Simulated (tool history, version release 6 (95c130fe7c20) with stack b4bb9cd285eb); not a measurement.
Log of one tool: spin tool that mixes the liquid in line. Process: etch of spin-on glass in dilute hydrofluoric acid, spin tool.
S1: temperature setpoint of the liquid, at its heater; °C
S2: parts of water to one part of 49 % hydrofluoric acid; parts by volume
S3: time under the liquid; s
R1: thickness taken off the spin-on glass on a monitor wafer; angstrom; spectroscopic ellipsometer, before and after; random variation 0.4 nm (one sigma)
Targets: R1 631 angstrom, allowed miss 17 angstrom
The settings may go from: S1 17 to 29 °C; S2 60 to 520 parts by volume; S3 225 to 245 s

run,hour,S1,S2,S3,R1
1,0,21,290,225,334.49
2,3.1,21,290,245,359.5
3,4.9,22,280,245,391.67
4,11.7,22,280,245,388.62
5,16.6,19,280,245,353.44
6,22,20,275,245,375.1
7,29.5,21,270,245,398.86
8,37.7,22,265,245,422.25

Which of these 4 next moves meets every target?
A,45.9,21,285,240,?
B,45.9,19.5,370,225,?
C,45.9,25.5,200,230,?
D,45.9,23.5,305,230,?

move,R1
A,358.41
B,227.62
C,628.19
D,344.29
A: further off than the last run
B: further off than the last run
C: meets every target
D: further off than the last run
Answer: C

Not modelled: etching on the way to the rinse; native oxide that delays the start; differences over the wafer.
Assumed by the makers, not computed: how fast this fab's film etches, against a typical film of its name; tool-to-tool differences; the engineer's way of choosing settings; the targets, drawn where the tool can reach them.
